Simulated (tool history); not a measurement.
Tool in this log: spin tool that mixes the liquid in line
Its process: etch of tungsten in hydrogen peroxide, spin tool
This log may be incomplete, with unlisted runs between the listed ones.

run	hour	temperature setpoint of the liquid (°C)	concentration of hydrogen peroxide in the mixed liquid (% by weight)	time under the liquid (s)	thickness taken off the tungsten on a monitor wafer (angstrom)
1	0	52	19.5	15	173.25
2	1.2	53	19.5	15	183.47
3	3.2	53	19.5	15	184.28
4	12.1	53	19.5	15	182.15
5	13	50	19.5	15	149.01
6	14	50	19.5	15	150.52

Run 7 comes next. What will it give?
7	17.8	51.5	19.5	15	?

thickness taken off the tungsten on a monitor wafer (angstrom): 169.28
